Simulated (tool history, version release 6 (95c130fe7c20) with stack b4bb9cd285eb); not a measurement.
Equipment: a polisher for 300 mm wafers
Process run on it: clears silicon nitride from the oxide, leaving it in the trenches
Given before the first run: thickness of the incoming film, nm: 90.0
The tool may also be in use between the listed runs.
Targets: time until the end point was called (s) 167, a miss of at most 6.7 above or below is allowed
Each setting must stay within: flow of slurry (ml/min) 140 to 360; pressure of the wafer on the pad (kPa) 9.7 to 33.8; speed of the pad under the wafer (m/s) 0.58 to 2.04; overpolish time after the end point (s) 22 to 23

run	day	flow of slurry (ml/min)	pressure of the wafer on the pad (kPa)	speed of the pad under the wafer (m/s)	overpolish time after the end point (s)	time until the end point was called (s)
1	0	230	21.4	1.3	22	82.273
2	0.142	230	18.6	1.24	22	99.606
3	0.362	230	16.5	1.22	22	109.32
4	0.521	230	14.5	1.18	22	129.03
# day 0.7: worn pad replaced by a new one
5	0.7	195	14.5	1.18	22	125.47
6	0.846	170	14.5	1.18	22	126.79
7	0.929	170	13.1	1.16	22	142.98
8	1.062	170	12.4	1.16	22	151.9
9	1.321	170	10.3	1.16	22	180.77

Which single option among these 4 for the next run brings every result within its allowed miss of target? Just one does.
A	1.579	185	9.7	1.18	22	?
B	1.579	160	10.3	1.24	23	?
C	1.579	155	13.1	1.1	22	?
D	1.579	290	10.3	0.98	22	?

move	time until the end point was called (s)
A	182.88
B	166.75
C	150.43
D	195.17
A: further off than the last run
B: in spec on every target
C: takes the result that was furthest off past its target
D: further off than the last run
So the answer is move B, the one that meets all the targets.

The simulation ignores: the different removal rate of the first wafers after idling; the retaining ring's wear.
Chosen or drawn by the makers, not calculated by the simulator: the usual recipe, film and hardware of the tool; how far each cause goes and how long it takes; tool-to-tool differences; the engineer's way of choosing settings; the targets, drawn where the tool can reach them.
